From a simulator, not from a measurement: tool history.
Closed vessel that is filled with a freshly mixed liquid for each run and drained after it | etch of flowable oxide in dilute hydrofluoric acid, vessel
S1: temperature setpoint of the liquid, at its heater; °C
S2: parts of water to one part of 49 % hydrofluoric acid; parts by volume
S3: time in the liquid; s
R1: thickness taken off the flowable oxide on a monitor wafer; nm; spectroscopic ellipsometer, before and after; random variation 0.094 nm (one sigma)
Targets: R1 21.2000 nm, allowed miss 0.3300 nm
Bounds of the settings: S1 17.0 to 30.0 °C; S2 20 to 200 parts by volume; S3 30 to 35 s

run	hour	S1	S2	S3	R1
1	0.0	22.0	110	35	8.0564
2	5.4	24.5	90	35	11.1140
3	10.4	24.5	120	35	8.0962
4	15.6	26.0	100	35	10.4530
5	17.5	29.0	100	35	11.8010
6	21.9	29.5	85	35	14.4100
7	24.0	29.5	75	35	16.6680
# hour 25.2: thermometer replaced
8	25.2	29.5	70	35	19.1860

Which of these 4 next moves meets every target?
A	26.4	30.0	65	35	?
B	26.4	29.5	65	35	?
C	26.4	29.0	65	35	?
D	26.4	29.0	60	35	?

move	R1
A	21.2220
B	20.8150
C	20.4140
D	22.2780
A: meets every target
B: nearer than the last run, and not there yet
C: nearer than the last run, and not there yet
D: takes the result that was furthest off past its target
Answer: A
